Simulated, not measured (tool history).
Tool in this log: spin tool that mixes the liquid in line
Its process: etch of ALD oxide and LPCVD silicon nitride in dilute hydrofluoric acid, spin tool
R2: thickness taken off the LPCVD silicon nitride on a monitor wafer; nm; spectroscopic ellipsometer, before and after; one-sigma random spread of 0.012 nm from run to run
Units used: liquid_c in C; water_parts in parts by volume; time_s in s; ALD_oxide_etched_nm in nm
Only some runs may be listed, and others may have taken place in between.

{"run": 1, "day": 0.0, "liquid_c": 23.0, "water_parts": 180, "time_s": 90, "ALD_oxide_etched_nm": 6.9368, "R2": 0.1995}
{"run": 2, "day": 0.283, "liquid_c": 23.0, "water_parts": 235, "time_s": 90, "ALD_oxide_etched_nm": 5.0746, "R2": 0.1963}
{"run": 3, "day": 0.612, "liquid_c": 23.0, "water_parts": 235, "time_s": 65, "ALD_oxide_etched_nm": 3.6388, "R2": 0.097539}
{"run": 4, "day": 0.854, "liquid_c": 24.0, "water_parts": 235, "time_s": 65, "ALD_oxide_etched_nm": 3.7496, "R2": 0.12236}
{"run": 5, "day": 1.067, "liquid_c": 24.0, "water_parts": 230, "time_s": 65, "ALD_oxide_etched_nm": 3.8948, "R2": 0.15654}
{"run": 6, "day": 1.317, "liquid_c": 23.5, "water_parts": 225, "time_s": 65, "ALD_oxide_etched_nm": 3.8791, "R2": 0.1379}
{"run": 7, "day": 1.529, "liquid_c": 23.0, "water_parts": 220, "time_s": 65, "ALD_oxide_etched_nm": 3.9397, "R2": 0.13895}
{"day": 1.579, "done": "hydrofluoric acid flow meter replaced"}
{"run": 8, "day": 1.579, "liquid_c": 23.0, "water_parts": 210, "time_s": 65, "ALD_oxide_etched_nm": 4.7376, "R2": 0.13523}
{"run": 9, "day": 1.942, "liquid_c": 22.5, "water_parts": 215, "time_s": 65, "ALD_oxide_etched_nm": 4.5695, "R2": 0.16237}
{"run": 10, "day": 2.292, "liquid_c": 23.5, "water_parts": 215, "time_s": 65, "ALD_oxide_etched_nm": 4.7947, "R2": 0.14694}
{"run": 11, "day": 2.392, "liquid_c": 22.5, "water_parts": 215, "time_s": 65, "ALD_oxide_etched_nm": 4.5834, "R2": 0.17196}
{"run": 12, "day": 2.608, "liquid_c": 23.5, "water_parts": 215, "time_s": 65, "ALD_oxide_etched_nm": 4.7606, "R2": 0.15809}

Forecast run 13:
{"run": 13, "day": 2.862, "liquid_c": 23.5, "water_parts": 215, "time_s": 65, "ALD_oxide_etched_nm": "?", "R2": "?"}

{"run 13": {"ALD_oxide_etched_nm": 4.7088, "R2": 0.15774}}
